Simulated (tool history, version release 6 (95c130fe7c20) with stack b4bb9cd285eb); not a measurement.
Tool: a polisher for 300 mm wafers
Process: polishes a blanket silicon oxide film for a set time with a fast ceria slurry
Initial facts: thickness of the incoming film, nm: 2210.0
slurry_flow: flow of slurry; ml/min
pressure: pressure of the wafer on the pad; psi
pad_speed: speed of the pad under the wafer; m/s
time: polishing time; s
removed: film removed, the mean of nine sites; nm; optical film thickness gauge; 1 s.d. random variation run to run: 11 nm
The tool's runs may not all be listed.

{"run": 1, "hour": 0.0, "slurry_flow": 145, "pressure": 3.1, "pad_speed": 1.18, "time": 27, "removed": 627.86}
{"run": 2, "hour": 5.9, "slurry_flow": 145, "pressure": 3.1, "pad_speed": 0.9, "time": 27, "removed": 472.7}
{"run": 3, "hour": 13.4, "slurry_flow": 145, "pressure": 3.5, "pad_speed": 0.9, "time": 27, "removed": 531.14}
{"run": 4, "hour": 19.1, "slurry_flow": 145, "pressure": 3.9, "pad_speed": 0.92, "time": 27, "removed": 595.45}
{"run": 5, "hour": 22.2, "slurry_flow": 110, "pressure": 3.9, "pad_speed": 0.92, "time": 27, "removed": 578.81}
{"run": 6, "hour": 28.4, "slurry_flow": 110, "pressure": 4.2, "pad_speed": 0.96, "time": 27, "removed": 645.81}
{"run": 7, "hour": 29.5, "slurry_flow": 115, "pressure": 4.4, "pad_speed": 0.98, "time": 27, "removed": 688.43}

Predict the results of run 8:
{"run": 8, "hour": 35.2, "slurry_flow": 115, "pressure": 4.5, "pad_speed": 1.0, "time": 27, "removed": "?"}

Run 8 produced removed 712.18 nm.
